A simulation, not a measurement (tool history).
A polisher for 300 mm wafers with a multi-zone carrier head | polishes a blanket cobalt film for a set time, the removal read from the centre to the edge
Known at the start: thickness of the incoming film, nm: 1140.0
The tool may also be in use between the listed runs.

run  hour  flow of slurry (ml/min)  pressure of the head's centre zone  pressure of the head's middle zone  pressure of the head's edge zone  polishing time (s)  film removed at the wafer's centre (nm)  film removed at mid-radius (nm)  film removed at the wafer's edge (nm)
  1     0                      170                                   1                                   1                                 1                  32                                   177.12                           177.45                                 185.17
  2   2.5                      170                                   1                                0.96                                 1                  32                                   176.88                           175.85                                 182.76
  3   9.4                      170                                   1                                0.92                                 1                  32                                   173.86                           174.75                                 185.71
  4  12.8                      170                                   1                                0.92                                 1                  26                                   145.29                           140.27                                 151.07
  5  18.5                      165                                0.98                                0.92                                 1                  26                                   141.81                           139.83                                 148.32
  6  22.7                      165                                0.98                                0.99                                 1                  26                                    141.3                           144.84                                 150.12
  7  29.7                      160                                0.97                                0.98                              1.02                  26                                   135.17                           145.33                                 148.08
  8  38.4                      160                                0.97                                0.95                              1.03                  26                                   136.99                           138.62                                 149.39

Forecast run 9:
  9  39.1                      160                                0.96                                0.95                              1.04                  26                                        ?                                ?                                      ?

Run 9 gave film removed at the wafer's centre (nm) 139.19, film removed at mid-radius (nm) 143, film removed at the wafer's edge (nm) 151.47.
